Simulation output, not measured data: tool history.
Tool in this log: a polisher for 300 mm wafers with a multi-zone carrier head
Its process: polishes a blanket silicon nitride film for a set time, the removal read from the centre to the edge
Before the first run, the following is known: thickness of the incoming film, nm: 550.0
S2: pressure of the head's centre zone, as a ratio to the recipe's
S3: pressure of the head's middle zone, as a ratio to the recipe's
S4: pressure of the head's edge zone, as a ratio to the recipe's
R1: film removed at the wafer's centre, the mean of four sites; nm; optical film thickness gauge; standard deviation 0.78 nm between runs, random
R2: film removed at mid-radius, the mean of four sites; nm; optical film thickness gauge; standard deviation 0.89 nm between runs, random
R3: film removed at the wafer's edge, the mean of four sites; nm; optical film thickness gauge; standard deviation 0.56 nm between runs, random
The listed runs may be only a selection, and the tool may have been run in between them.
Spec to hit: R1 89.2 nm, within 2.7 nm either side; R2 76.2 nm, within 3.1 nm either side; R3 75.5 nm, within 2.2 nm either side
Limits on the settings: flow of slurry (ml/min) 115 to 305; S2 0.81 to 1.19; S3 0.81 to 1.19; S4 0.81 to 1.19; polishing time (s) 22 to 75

{"run": 1, "hour": 0.0, "flow of slurry (ml/min)": 195, "S2": 1, "S3": 1, "S4": 1, "polishing time (s)": 48, "R1": 77.536, "R2": 69.628, "R3": 72.787}
{"run": 2, "hour": 9.0, "flow of slurry (ml/min)": 205, "S2": 1.01, "S3": 1.01, "S4": 1, "polishing time (s)": 48, "R1": 78.546, "R2": 70.543, "R3": 72.478}
{"run": 3, "hour": 13.0, "flow of slurry (ml/min)": 230, "S2": 1.01, "S3": 1.01, "S4": 1, "polishing time (s)": 48, "R1": 80.434, "R2": 72.414, "R3": 74.718}
{"run": 4, "hour": 18.0, "flow of slurry (ml/min)": 230, "S2": 1.01, "S3": 1.01, "S4": 1, "polishing time (s)": 52, "R1": 86.84, "R2": 79.511, "R3": 80.163}
{"run": 5, "hour": 19.3, "flow of slurry (ml/min)": 230, "S2": 1.02, "S3": 1.01, "S4": 0.99, "polishing time (s)": 52, "R1": 88.437, "R2": 77.343, "R3": 79.487}
{"run": 6, "hour": 24.1, "flow of slurry (ml/min)": 230, "S2": 1.02, "S3": 1.01, "S4": 0.98, "polishing time (s)": 52, "R1": 86.651, "R2": 77.992, "R3": 79.096}
{"run": 7, "hour": 33.0, "flow of slurry (ml/min)": 230, "S2": 1.03, "S3": 1.01, "S4": 0.97, "polishing time (s)": 52, "R1": 90.292, "R2": 78.843, "R3": 79.094}
{"hour": 39.6, "done": "centre zone pressure recalibrated"}
{"run": 8, "hour": 39.6, "flow of slurry (ml/min)": 225, "S2": 1.03, "S3": 1.01, "S4": 0.97, "polishing time (s)": 52, "R1": 81, "R2": 77.78, "R3": 79.415}
{"run": 9, "hour": 48.3, "flow of slurry (ml/min)": 235, "S2": 1.02, "S3": 1.01, "S4": 0.97, "polishing time (s)": 51, "R1": 79.239, "R2": 77.141, "R3": 77.219}
{"run": 10, "hour": 52.4, "flow of slurry (ml/min)": 230, "S2": 1.03, "S3": 1.02, "S4": 0.97, "polishing time (s)": 51, "R1": 78.634, "R2": 76.896, "R3": 77.22}
{"run": 11, "hour": 60.3, "flow of slurry (ml/min)": 240, "S2": 1, "S3": 1.01, "S4": 0.97, "polishing time (s)": 51, "R1": 78.045, "R2": 79.438, "R3": 76.734}
{"run": 12, "hour": 64.7, "flow of slurry (ml/min)": 240, "S2": 1, "S3": 1.01, "S4": 0.97, "polishing time (s)": 51, "R1": 78.202, "R2": 77.051, "R3": 77.36}
{"run": 13, "hour": 72.9, "flow of slurry (ml/min)": 235, "S2": 1.01, "S3": 1.02, "S4": 0.97, "polishing time (s)": 51, "R1": 77.799, "R2": 78.095, "R3": 77.128}
{"run": 14, "hour": 76.9, "flow of slurry (ml/min)": 240, "S2": 1.03, "S3": 1.02, "S4": 0.97, "polishing time (s)": 51, "R1": 80.583, "R2": 79.048, "R3": 77.393}
{"run": 15, "hour": 80.2, "flow of slurry (ml/min)": 235, "S2": 1.05, "S3": 1.02, "S4": 0.97, "polishing time (s)": 51, "R1": 80.906, "R2": 78.087, "R3": 76.549}

Of the 4 settings listed for the next run, only one would bring every result within its allowed miss of target. Which one?
{"run": "A", "hour": 83.5, "flow of slurry (ml/min)": 220, "S2": 1.18, "S3": 1, "S4": 0.95, "polishing time (s)": 51, "R1": "?", "R2": "?", "R3": "?"}
{"run": "B", "hour": 83.5, "flow of slurry (ml/min)": 240, "S2": 1.09, "S3": 1.03, "S4": 0.98, "polishing time (s)": 50, "R1": "?", "R2": "?", "R3": "?"}
{"run": "C", "hour": 83.5, "flow of slurry (ml/min)": 255, "S2": 0.97, "S3": 1.01, "S4": 0.87, "polishing time (s)": 56, "R1": "?", "R2": "?", "R3": "?"}
{"run": "D", "hour": 83.5, "flow of slurry (ml/min)": 220, "S2": 1.15, "S3": 1.1, "S4": 0.99, "polishing time (s)": 51, "R1": "?", "R2": "?", "R3": "?"}

move=A R1=90.298 R2=76.594 R3=76.387
move=B R1=82.957 R2=77.934 R3=76.531
move=C R1=83.514 R2=86.561 R3=82.041
move=D R1=88.096 R2=83.069 R3=77.648
A: all results in spec
B: nearer than the last run, and not there yet
C: further off than the last run
D: the furthest-off result lands on target, but another misses its tolerance
Move A is the one to make.

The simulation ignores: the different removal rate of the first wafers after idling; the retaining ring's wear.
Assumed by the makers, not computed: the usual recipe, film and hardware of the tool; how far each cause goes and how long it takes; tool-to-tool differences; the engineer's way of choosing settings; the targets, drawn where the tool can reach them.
